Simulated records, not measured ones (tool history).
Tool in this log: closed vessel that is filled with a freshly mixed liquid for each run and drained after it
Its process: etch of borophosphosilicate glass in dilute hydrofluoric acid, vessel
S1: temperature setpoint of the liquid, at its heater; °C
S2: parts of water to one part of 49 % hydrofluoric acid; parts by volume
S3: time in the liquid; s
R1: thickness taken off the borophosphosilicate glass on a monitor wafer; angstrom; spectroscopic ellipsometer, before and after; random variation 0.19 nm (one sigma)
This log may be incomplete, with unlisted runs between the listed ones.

run	day	S1	S2	S3	R1
1	0	25	225	105	260.86
2	0.129	27.5	225	105	285.65
3	0.362	28.5	225	105	293.62
4	0.479	30	225	105	308.94
5	0.704	30.5	220	105	324.31
6	0.829	31	220	105	328.25
7	0.971	31.5	220	105	335.64

The next listed run, before its measurement:
8	1.017	32	220	105	?

Run 8 produced R1 338.8 angstrom.
